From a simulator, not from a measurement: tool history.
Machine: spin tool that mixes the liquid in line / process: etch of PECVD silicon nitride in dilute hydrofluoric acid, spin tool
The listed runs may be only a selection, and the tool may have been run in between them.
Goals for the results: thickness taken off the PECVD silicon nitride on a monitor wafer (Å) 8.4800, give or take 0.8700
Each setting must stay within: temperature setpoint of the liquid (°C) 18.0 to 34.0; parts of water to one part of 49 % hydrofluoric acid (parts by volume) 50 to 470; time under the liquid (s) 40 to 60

run  hour  temperature setpoint of the liquid (°C)  parts of water to one part of 49 % hydrofluoric acid (parts by volume)  time under the liquid (s)  thickness taken off the PECVD silicon nitride on a monitor wafer (Å)
  1   0.0                                     26.0                                                                     260                         60                                                                4.3370
  2   1.2                                     27.5                                                                     235                         60                                                                5.7392
  3   5.0                                     28.5                                                                     230                         60                                                                5.9073
  4  12.6                                     25.5                                                                     230                         60                                                                5.1393
  5  19.0                                     25.5                                                                     295                         60                                                                3.9035
  6  22.5                                     25.5                                                                     385                         60                                                                3.2843
  7  28.4                                     28.0                                                                     335                         60                                                                4.1725
  8  33.3                                     29.5                                                                     295                         60                                                                5.1245
  9  34.6                                     33.5                                                                     190                         60                                                                9.9775
 10  37.7                                     33.0                                                                     195                         60                                                                9.1939

5 candidate next runs follow, results not yet known. Just one meets every target within its allowed miss. Identify it.
  A  40.8                                     34.0                                                                     175                         60                                                                     ?
  B  40.8                                     34.0                                                                     185                         60                                                                     ?
  C  40.8                                     32.5                                                                     170                         60                                                                     ?
  D  40.8                                     33.5                                                                     175                         60                                                                     ?
  E  40.8                                     32.5                                                                     220                         60                                                                     ?

move  thickness taken off the PECVD silicon nitride on a monitor wafer (Å)
   A                                                               11.0740
   B                                                               10.4530
   C                                                               10.4470
   D                                                               10.7550
   E                                                                8.0048
A: the biggest miss grows against the last run
B: the biggest miss grows against the last run
C: the biggest miss grows against the last run
D: the biggest miss grows against the last run
E: all results in spec
E is the move that brings every result within its allowed miss.

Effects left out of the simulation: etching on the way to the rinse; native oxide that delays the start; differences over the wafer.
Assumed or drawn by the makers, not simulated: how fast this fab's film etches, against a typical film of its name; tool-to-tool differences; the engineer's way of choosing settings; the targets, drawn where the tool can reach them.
